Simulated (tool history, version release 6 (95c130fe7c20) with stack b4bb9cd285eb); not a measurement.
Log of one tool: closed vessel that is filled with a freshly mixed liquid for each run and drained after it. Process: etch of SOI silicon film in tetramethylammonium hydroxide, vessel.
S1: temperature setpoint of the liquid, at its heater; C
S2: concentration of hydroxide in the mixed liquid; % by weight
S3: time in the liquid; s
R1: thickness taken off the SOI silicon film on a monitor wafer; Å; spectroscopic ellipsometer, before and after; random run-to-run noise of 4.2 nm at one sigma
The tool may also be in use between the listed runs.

run  hour    S1  S2   S3       R1
  1   0.0  76.0   8  100   9881.9
  2   6.9  79.5   8  100  12195.0
  3  12.1  77.0   8  100  10419.0
  4  16.0  72.0   8  100   7864.6
  5  24.9  72.0   9  100   7475.7
  6  31.2  71.5   9  100   7388.3
  7  37.9  71.0   9  100   7140.0
  8  41.8  70.5   9  100   6943.0

Run 9 is up next; what results do you expect?
  9  48.1  70.0   9  100   ?

{"run 9": {"R1": 6747.7}}
